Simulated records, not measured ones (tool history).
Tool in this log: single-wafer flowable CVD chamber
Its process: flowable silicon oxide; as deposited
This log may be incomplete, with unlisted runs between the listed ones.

run  hour  heater temperature setpoint (K)  chamber pressure (Torr)  RF power (kW)  deposition time (s)  mean film thickness on the monitor wafer (Å)
  1     0                           373.15                    0.679          2.245                  998                                        4529.2
  2   3.7                           374.15                    0.679          2.245                  998                                        4347.2
  3  12.3                           374.15                    0.763          2.245                  998                                        4922.1
  4  17.4                           370.15                    0.763          2.245                  998                                        5579.9
  5  19.2                           370.15                    0.763          2.245                  998                                        5587.2
  6  23.5                           373.15                    0.762          2.245                  998                                        5100.1
  7  26.4                           375.15                    0.762          2.245                  998                                        4747.3
  8  34.7                           376.15                    0.762          2.245                  998                                        4691.8

Run 9 is up next; what results do you expect?
  9  43.2                           377.15                    0.762          2.245                  998                                             ?

mean film thickness on the monitor wafer (Å): 4487.3
